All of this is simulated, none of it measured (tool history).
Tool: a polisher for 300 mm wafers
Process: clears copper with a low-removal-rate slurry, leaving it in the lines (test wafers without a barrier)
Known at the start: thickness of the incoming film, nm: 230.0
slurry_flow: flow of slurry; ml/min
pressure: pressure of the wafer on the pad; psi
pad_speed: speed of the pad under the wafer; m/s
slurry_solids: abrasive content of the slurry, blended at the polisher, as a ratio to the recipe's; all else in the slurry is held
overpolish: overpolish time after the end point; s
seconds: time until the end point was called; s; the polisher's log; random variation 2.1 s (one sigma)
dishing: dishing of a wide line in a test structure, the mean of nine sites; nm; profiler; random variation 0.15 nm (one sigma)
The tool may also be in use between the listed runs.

run	hour	slurry_flow	pressure	pad_speed	slurry_solids	overpolish	seconds	dishing
1	0.0	210	2.2	0.94	1.0	11	104.470	18.506
2	0.7	210	2.1	0.94	1.0	9	107.240	14.721
3	5.8	210	2.0	0.94	1.0	8	116.220	12.427
4	13.9	210	2.0	0.94	1.0	10	113.870	15.818
5	16.1	210	2.0	0.94	1.1	10	110.460	15.928
6	18.6	210	2.0	1.16	1.1	10	92.357	19.069
7	24.8	210	1.9	1.14	1.1	9	98.081	16.693
8	29.0	210	1.8	1.12	1.1	8	102.280	14.101

Run 9 comes next. What will it give?
9	31.4	210	1.7	1.12	1.1	8	?	?

seconds: 111.230 s
dishing: 12.836 nm

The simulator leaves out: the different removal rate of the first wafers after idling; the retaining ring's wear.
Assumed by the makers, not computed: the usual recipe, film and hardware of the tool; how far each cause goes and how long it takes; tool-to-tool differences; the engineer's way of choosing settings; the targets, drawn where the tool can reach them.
